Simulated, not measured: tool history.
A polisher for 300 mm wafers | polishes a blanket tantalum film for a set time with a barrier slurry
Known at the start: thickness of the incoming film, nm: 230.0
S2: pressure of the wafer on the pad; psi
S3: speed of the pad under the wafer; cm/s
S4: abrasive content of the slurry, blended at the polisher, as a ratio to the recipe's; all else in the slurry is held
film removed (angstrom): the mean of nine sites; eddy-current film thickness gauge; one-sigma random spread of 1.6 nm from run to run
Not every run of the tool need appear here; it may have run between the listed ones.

{"run": 1, "hour": 0.0, "flow of slurry (ml/min)": 300, "S2": 2.2, "S3": 76, "S4": 1, "polishing time (s)": 75, "film removed (angstrom)": 860.29}
{"run": 2, "hour": 4.9, "flow of slurry (ml/min)": 300, "S2": 2.7, "S3": 76, "S4": 1, "polishing time (s)": 75, "film removed (angstrom)": 1044.5}
{"run": 3, "hour": 7.5, "flow of slurry (ml/min)": 300, "S2": 2.8, "S3": 76, "S4": 1, "polishing time (s)": 75, "film removed (angstrom)": 1082.9}
{"run": 4, "hour": 12.8, "flow of slurry (ml/min)": 300, "S2": 2.8, "S3": 76, "S4": 0.8, "polishing time (s)": 75, "film removed (angstrom)": 1043.3}
{"run": 5, "hour": 19.2, "flow of slurry (ml/min)": 300, "S2": 2.6, "S3": 76, "S4": 0.8, "polishing time (s)": 75, "film removed (angstrom)": 946.02}
{"run": 6, "hour": 21.8, "flow of slurry (ml/min)": 300, "S2": 2.7, "S3": 76, "S4": 0.8, "polishing time (s)": 75, "film removed (angstrom)": 973.82}
{"run": 7, "hour": 25.0, "flow of slurry (ml/min)": 300, "S2": 2.8, "S3": 76, "S4": 0.8, "polishing time (s)": 75, "film removed (angstrom)": 1029.8}
{"run": 8, "hour": 28.8, "flow of slurry (ml/min)": 300, "S2": 2.9, "S3": 76, "S4": 0.8, "polishing time (s)": 75, "film removed (angstrom)": 1070.5}
{"run": 9, "hour": 36.9, "flow of slurry (ml/min)": 300, "S2": 2.9, "S3": 76, "S4": 0.8, "polishing time (s)": 75, "film removed (angstrom)": 1031.2}
{"run": 10, "hour": 41.8, "flow of slurry (ml/min)": 300, "S2": 2.9, "S3": 76, "S4": 0.8, "polishing time (s)": 75, "film removed (angstrom)": 1069.1}
{"run": 11, "hour": 50.6, "flow of slurry (ml/min)": 300, "S2": 3, "S3": 76, "S4": 0.8, "polishing time (s)": 75, "film removed (angstrom)": 1068.1}
{"run": 12, "hour": 53.7, "flow of slurry (ml/min)": 300, "S2": 3.1, "S3": 76, "S4": 0.8, "polishing time (s)": 75, "film removed (angstrom)": 1149.1}
{"run": 13, "hour": 61.6, "flow of slurry (ml/min)": 300, "S2": 3.2, "S3": 76, "S4": 0.8, "polishing time (s)": 75, "film removed (angstrom)": 1186.4}

Expected results for the next run?
{"run": 14, "hour": 65.7, "flow of slurry (ml/min)": 300, "S2": 3.3, "S3": 76, "S4": 0.8, "polishing time (s)": 75, "film removed (angstrom)": "?"}

film removed (angstrom): 1222
